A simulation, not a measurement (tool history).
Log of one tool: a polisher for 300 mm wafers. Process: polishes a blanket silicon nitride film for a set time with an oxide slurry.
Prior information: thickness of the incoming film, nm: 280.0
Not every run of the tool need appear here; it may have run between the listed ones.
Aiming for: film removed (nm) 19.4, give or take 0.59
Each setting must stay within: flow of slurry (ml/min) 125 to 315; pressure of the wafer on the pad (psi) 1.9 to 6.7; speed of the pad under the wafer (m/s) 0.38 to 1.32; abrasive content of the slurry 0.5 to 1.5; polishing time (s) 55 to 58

run,hour,flow of slurry (ml/min),pressure of the wafer on the pad (psi),speed of the pad under the wafer (m/s),abrasive content of the slurry,polishing time (s),film removed (nm)
1,0,205,4.3,0.84,1,55,31.343
2,8.4,205,5.1,0.84,1,55,36.442
3,10.7,205,5.1,0.84,1.2,55,39.536
4,18,200,4.2,0.82,1.2,55,31.67
5,18.6,200,4.2,0.9,1.2,55,33.843
6,19.7,195,3.6,0.88,1.2,55,28.307
7,20.3,185,3.2,0.88,1.2,55,25.521
8,27.7,175,2,0.86,1.2,55,15.942
9,29.4,190,2.1,0.86,1.2,55,16.662
10,31.3,245,2.6,0.86,1.2,55,21.366
11,40.1,235,2.6,0.86,1.2,55,21.128
12,44.6,205,2.3,0.86,1.2,55,18.472
13,53.1,210,2.3,0.86,1.2,55,18.605
14,58,215,2.3,0.86,1.2,55,18.55
15,61.1,215,2.3,0.86,1.2,55,18.59
16,64.8,220,2.3,0.86,1.2,55,18.627
17,68.8,225,2.3,0.86,1.2,55,18.857
18,71.5,230,2.3,0.86,1.2,55,18.631
19,79.1,235,2.3,0.86,1.2,55,18.424

Which of these 5 next moves meets every target?
A,86.7,240,2.1,0.76,1.1,56,?
B,86.7,245,2.1,0.8,1.25,56,?
C,86.7,175,2,0.94,1.25,57,?
D,86.7,235,2.1,1.16,0.75,55,?
E,86.7,215,2.4,0.8,1.2,58,?

move,film removed (nm)
A,15.813
B,17.121
C,17.488
D,17.205
E,19.499
A: the biggest miss grows against the last run
B: the biggest miss grows against the last run
C: the biggest miss grows against the last run
D: the biggest miss grows against the last run
E: every result lands within tolerance
E meets every target.
